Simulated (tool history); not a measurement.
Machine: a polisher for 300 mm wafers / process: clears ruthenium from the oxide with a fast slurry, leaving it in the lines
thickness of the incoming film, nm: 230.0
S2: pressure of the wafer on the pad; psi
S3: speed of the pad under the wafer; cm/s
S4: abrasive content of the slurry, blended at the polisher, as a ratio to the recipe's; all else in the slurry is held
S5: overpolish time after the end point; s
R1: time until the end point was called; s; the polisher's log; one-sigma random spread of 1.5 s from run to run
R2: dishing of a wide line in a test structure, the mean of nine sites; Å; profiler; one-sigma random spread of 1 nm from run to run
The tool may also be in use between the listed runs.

{"run": 1, "hour": 0.0, "flow of slurry (ml/min)": 125, "S2": 3.5, "S3": 100, "S4": 1, "S5": 13, "R1": 56.531, "R2": 370.3}
{"run": 2, "hour": 7.1, "flow of slurry (ml/min)": 125, "S2": 3.3, "S3": 100, "S4": 1, "S5": 15, "R1": 58.332, "R2": 376}
{"run": 3, "hour": 12.0, "flow of slurry (ml/min)": 125, "S2": 3.9, "S3": 100, "S4": 1, "S5": 15, "R1": 48.036, "R2": 418.6}
{"run": 4, "hour": 16.5, "flow of slurry (ml/min)": 125, "S2": 3.5, "S3": 100, "S4": 1, "S5": 16, "R1": 54.486, "R2": 412.96}
{"run": 5, "hour": 20.1, "flow of slurry (ml/min)": 125, "S2": 3.5, "S3": 118, "S4": 1, "S5": 16, "R1": 46.606, "R2": 445.17}
{"run": 6, "hour": 21.2, "flow of slurry (ml/min)": 125, "S2": 3.1, "S3": 116, "S4": 1, "S5": 17, "R1": 56.626, "R2": 446.78}
{"run": 7, "hour": 22.3, "flow of slurry (ml/min)": 120, "S2": 2.2, "S3": 114, "S4": 1, "S5": 18, "R1": 75.45, "R2": 349.8}

Forecast run 8:
{"run": 8, "hour": 27.1, "flow of slurry (ml/min)": 120, "S2": 2.2, "S3": 114, "S4": 1, "S5": 19, "R1": "?", "R2": "?"}

{"run 8": {"R1": 77.036, "R2": 366.87}}
